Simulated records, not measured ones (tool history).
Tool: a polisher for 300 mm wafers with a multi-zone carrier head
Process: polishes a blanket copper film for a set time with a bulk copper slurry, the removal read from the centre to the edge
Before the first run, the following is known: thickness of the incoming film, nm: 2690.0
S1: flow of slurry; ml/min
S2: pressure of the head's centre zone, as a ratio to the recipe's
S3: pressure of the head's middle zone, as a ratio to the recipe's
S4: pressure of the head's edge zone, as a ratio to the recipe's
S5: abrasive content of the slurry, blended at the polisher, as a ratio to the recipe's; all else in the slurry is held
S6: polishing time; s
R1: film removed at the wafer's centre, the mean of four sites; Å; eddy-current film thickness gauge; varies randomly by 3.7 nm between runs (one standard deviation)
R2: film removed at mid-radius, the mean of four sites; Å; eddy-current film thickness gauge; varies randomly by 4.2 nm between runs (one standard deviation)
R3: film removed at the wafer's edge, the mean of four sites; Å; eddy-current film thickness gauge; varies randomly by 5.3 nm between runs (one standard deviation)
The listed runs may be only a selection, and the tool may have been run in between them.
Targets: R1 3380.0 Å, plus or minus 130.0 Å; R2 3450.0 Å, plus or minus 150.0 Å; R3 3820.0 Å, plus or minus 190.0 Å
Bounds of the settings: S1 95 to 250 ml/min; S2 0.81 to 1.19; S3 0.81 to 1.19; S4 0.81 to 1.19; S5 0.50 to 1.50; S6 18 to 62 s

run  hour   S1    S2    S3    S4    S5  S6      R1      R2      R3
  1   0.0  160  1.00  1.00  1.00  1.00  40  4317.4  4373.6  4450.5
  2   7.2  160  1.00  1.00  1.08  1.00  40  4441.3  4319.7  4561.0
  3  11.7  155  0.99  0.99  1.07  0.95  40  4194.5  4239.1  4543.4
  4  13.7  155  0.99  0.98  1.06  0.90  39  4104.6  4119.3  4405.6
  5  17.5  155  0.99  0.97  1.06  0.85  38  3908.7  3845.5  4066.0
  6  18.2  155  0.99  0.91  1.06  0.85  38  3866.3  3733.2  4117.5
  7  23.6  150  0.98  0.91  1.06  0.85  38  3819.1  3736.3  4106.8
  8  26.6  150  0.98  0.90  1.06  0.85  38  3846.0  3612.6  4115.9
  9  31.9  150  0.97  0.90  1.05  0.85  38  3846.5  3624.1  4051.1
 10  40.3  150  0.97  0.90  1.05  0.85  38  3765.7  3549.2  4130.9
 11  43.2  145  0.97  0.91  1.04  0.85  38  3757.1  3647.9  4147.3
 12  48.3  145  0.97  0.91  1.04  0.80  38  3731.0  3567.8  4007.3
 13  53.8  145  0.96  0.92  1.04  0.80  38  3655.5  3684.1  3947.8
 14  57.2  140  0.96  0.92  1.04  0.80  38  3672.0  3545.3  3951.7

Consider the 5 candidate settings below. Which is the only one whose results all fall within their allowed miss of target?
  A  60.6  125  0.95  0.94  1.09  0.85  36   ?   ?   ?
  B  60.6  175  1.08  1.05  1.04  0.85  31   ?   ?   ?
  C  60.6  180  1.01  0.93  1.08  0.80  35   ?   ?   ?
  D  60.6  180  1.05  1.01  0.98  0.60  35   ?   ?   ?
  E  60.6  105  1.13  0.95  1.02  0.50  43   ?   ?   ?

move      R1      R2      R3
   A  3462.5  3478.4  3870.4
   B  3606.9  3401.9  3380.3
   C  3762.0  3501.9  3844.8
   D  3630.7  3431.3  3398.0
   E  4127.4  3518.2  3801.2
A: every result within its allowed miss
B: roughly where the last run was
C: further off than the last run
D: roughly where the last run was
E: further off than the last run
A meets every target.
